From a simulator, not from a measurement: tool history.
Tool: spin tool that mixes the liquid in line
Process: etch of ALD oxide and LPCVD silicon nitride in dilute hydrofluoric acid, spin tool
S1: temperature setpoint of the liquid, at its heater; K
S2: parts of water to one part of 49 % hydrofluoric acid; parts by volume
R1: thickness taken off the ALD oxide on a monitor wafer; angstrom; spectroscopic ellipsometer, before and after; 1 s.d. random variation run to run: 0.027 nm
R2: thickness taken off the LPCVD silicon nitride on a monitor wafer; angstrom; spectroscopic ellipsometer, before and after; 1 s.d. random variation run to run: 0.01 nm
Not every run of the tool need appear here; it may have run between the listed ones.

{"run": 1, "hour": 0.0, "S1": 295.15, "S2": 100, "time under the liquid (s)": 180, "R1": 209.63, "R2": 7.2066}
{"run": 2, "hour": 5.2, "S1": 294.65, "S2": 110, "time under the liquid (s)": 180, "R1": 186.02, "R2": 6.327}
{"run": 3, "hour": 9.1, "S1": 294.15, "S2": 120, "time under the liquid (s)": 180, "R1": 164.75, "R2": 6.0488}
{"run": 4, "hour": 11.9, "S1": 293.65, "S2": 125, "time under the liquid (s)": 175, "R1": 149.52, "R2": 5.1612}
{"run": 5, "hour": 16.7, "S1": 293.15, "S2": 130, "time under the liquid (s)": 175, "R1": 140.36, "R2": 4.9795}
{"run": 6, "hour": 20.0, "S1": 296.15, "S2": 130, "time under the liquid (s)": 175, "R1": 158.27, "R2": 6.0868}
{"run": 7, "hour": 23.5, "S1": 295.15, "S2": 135, "time under the liquid (s)": 175, "R1": 144.73, "R2": 5.3032}
{"run": 8, "hour": 30.2, "S1": 294.15, "S2": 140, "time under the liquid (s)": 175, "R1": 134.0, "R2": 4.879}
{"run": 9, "hour": 36.9, "S1": 293.65, "S2": 145, "time under the liquid (s)": 175, "R1": 127.29, "R2": 4.8546}
{"run": 10, "hour": 42.2, "S1": 293.15, "S2": 150, "time under the liquid (s)": 170, "R1": 115.84, "R2": 3.8634}
{"run": 11, "hour": 44.7, "S1": 293.15, "S2": 150, "time under the liquid (s)": 170, "R1": 115.41, "R2": 4.0383}

Estimate the outcome of run 12 from the log above:
{"run": 12, "hour": 46.0, "S1": 292.65, "S2": 155, "time under the liquid (s)": 170, "R1": "?", "R2": "?"}

R1: 108.28 angstrom
R2: 3.8992 angstrom
